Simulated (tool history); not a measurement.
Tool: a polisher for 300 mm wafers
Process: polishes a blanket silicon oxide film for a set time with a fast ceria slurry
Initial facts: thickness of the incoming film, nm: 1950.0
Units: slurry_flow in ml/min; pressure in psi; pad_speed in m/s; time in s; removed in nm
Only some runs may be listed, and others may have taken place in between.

run,hour,slurry_flow,pressure,pad_speed,time,removed
1,0.0,310,1.6,0.90,29,219.96
2,7.0,310,1.3,0.86,29,179.60
3,12.2,310,1.3,0.86,26,159.79
4,19.3,310,1.3,0.98,26,176.82
5,20.2,310,1.3,0.98,26,180.13
6,26.6,310,1.1,0.96,26,158.64
7,35.0,310,1.0,0.92,26,145.30

Run 8, settings as shown, results not yet in. Your forecast:
8,38.0,310,0.7,0.84,26,?

Run 8 produced removed 103.71 nm.
